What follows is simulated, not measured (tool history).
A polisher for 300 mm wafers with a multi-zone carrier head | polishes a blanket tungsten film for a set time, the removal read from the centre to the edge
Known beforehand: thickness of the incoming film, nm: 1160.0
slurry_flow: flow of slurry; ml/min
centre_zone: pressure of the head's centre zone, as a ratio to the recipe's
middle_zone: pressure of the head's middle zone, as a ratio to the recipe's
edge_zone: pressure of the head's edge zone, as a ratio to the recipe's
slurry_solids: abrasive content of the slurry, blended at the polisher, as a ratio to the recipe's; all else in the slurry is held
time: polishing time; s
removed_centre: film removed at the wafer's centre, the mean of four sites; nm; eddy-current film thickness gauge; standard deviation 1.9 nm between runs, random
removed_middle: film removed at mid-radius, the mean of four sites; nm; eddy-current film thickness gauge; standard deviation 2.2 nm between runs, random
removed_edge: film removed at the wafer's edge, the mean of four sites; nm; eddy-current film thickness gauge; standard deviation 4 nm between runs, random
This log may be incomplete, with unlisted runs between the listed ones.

| run | hour | slurry_flow | centre_zone | middle_zone | edge_zone | slurry_solids | time | removed_centre | removed_middle | removed_edge |
|---|---|---|---|---|---|---|---|---|---|---|
| 1 | 0 | 240 | 1 | 1 | 1 | 1 | 70 | 458.99 | 476.26 | 485.87 |
| 2 | 6 | 235 | 0.98 | 0.98 | 0.98 | 0.95 | 69 | 444.81 | 455.92 | 459.6 |
| 3 | 8.5 | 235 | 0.98 | 0.98 | 0.98 | 0.95 | 80 | 512.97 | 528.14 | 537.44 |
| 4 | 15.4 | 230 | 0.96 | 0.97 | 0.98 | 0.9 | 78 | 484.76 | 507.99 | 513.77 |
|  | 22.7 | slurry nozzle cleaned |
| 5 | 22.7 | 225 | 0.94 | 0.95 | 0.98 | 0.85 | 76 | 466.26 | 487.28 | 513.74 |
| 6 | 23.3 | 225 | 0.94 | 0.95 | 0.98 | 0.85 | 61 | 374.65 | 390.72 | 413.54 |
| 7 | 25.3 | 220 | 0.93 | 0.94 | 0.96 | 0.8 | 61 | 363.48 | 380.67 | 397.96 |
| 8 | 25.9 | 215 | 0.92 | 0.93 | 0.94 | 0.75 | 61 | 355.74 | 374.26 | 377.91 |

Run 9 comes next. What will it give?
| 9 | 33.7 | 210 | 0.91 | 0.92 | 0.93 | 0.75 | 61 | ? | ? | ? |

removed_centre: 349.14 nm
removed_middle: 367.69 nm
removed_edge: 381.96 nm
